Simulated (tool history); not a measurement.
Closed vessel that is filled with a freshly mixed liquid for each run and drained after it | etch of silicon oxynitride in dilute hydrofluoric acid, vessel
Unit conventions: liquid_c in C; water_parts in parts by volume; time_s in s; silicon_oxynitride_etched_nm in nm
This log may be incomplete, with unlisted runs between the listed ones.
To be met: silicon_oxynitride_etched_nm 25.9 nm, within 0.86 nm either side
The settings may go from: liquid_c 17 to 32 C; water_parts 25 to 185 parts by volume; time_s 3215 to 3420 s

{"run": 1, "hour": 0.0, "liquid_c": 24, "water_parts": 105, "time_s": 3215, "silicon_oxynitride_etched_nm": 59.72}
{"run": 2, "hour": 3.6, "liquid_c": 22.5, "water_parts": 120, "time_s": 3215, "silicon_oxynitride_etched_nm": 48.8}
{"run": 3, "hour": 5.4, "liquid_c": 22.5, "water_parts": 120, "time_s": 3420, "silicon_oxynitride_etched_nm": 51.172}
{"run": 4, "hour": 10.7, "liquid_c": 22.5, "water_parts": 85, "time_s": 3420, "silicon_oxynitride_etched_nm": 74.391}
{"run": 5, "hour": 13.9, "liquid_c": 21, "water_parts": 105, "time_s": 3410, "silicon_oxynitride_etched_nm": 55.48}
{"run": 6, "hour": 22.2, "liquid_c": 18.5, "water_parts": 105, "time_s": 3410, "silicon_oxynitride_etched_nm": 48.86}
{"run": 7, "hour": 23.8, "liquid_c": 18, "water_parts": 120, "time_s": 3405, "silicon_oxynitride_etched_nm": 41.199}
{"run": 8, "hour": 25.9, "liquid_c": 18, "water_parts": 130, "time_s": 3400, "silicon_oxynitride_etched_nm": 38.263}
{"run": 9, "hour": 30.8, "liquid_c": 18, "water_parts": 140, "time_s": 3395, "silicon_oxynitride_etched_nm": 35.092}
{"run": 10, "hour": 37.0, "liquid_c": 18, "water_parts": 150, "time_s": 3390, "silicon_oxynitride_etched_nm": 32.061}
{"run": 11, "hour": 45.3, "liquid_c": 18, "water_parts": 155, "time_s": 3390, "silicon_oxynitride_etched_nm": 31.023}

Next run, 5 choices. One meets every target within its allowed miss, the rest don't. Which?
{"run": "A", "hour": 53.6, "liquid_c": 19.5, "water_parts": 185, "time_s": 3420, "silicon_oxynitride_etched_nm": "?"}
{"run": "B", "hour": 53.6, "liquid_c": 17, "water_parts": 165, "time_s": 3385, "silicon_oxynitride_etched_nm": "?"}
{"run": "C", "hour": 53.6, "liquid_c": 17, "water_parts": 165, "time_s": 3230, "silicon_oxynitride_etched_nm": "?"}
{"run": "D", "hour": 53.6, "liquid_c": 17.5, "water_parts": 165, "time_s": 3375, "silicon_oxynitride_etched_nm": "?"}
{"run": "E", "hour": 53.6, "liquid_c": 19, "water_parts": 180, "time_s": 3355, "silicon_oxynitride_etched_nm": "?"}

move=A silicon_oxynitride_etched_nm=27.599
move=B silicon_oxynitride_etched_nm=27.519
move=C silicon_oxynitride_etched_nm=26.259
move=D silicon_oxynitride_etched_nm=28.112
move=E silicon_oxynitride_etched_nm=27.265
A: gains on the last run, yet a result remains outside its allowed miss
B: gains on the last run, yet a result remains outside its allowed miss
C: all results in spec
D: gains on the last run, yet a result remains outside its allowed miss
E: gains on the last run, yet a result remains outside its allowed miss
C meets every target.

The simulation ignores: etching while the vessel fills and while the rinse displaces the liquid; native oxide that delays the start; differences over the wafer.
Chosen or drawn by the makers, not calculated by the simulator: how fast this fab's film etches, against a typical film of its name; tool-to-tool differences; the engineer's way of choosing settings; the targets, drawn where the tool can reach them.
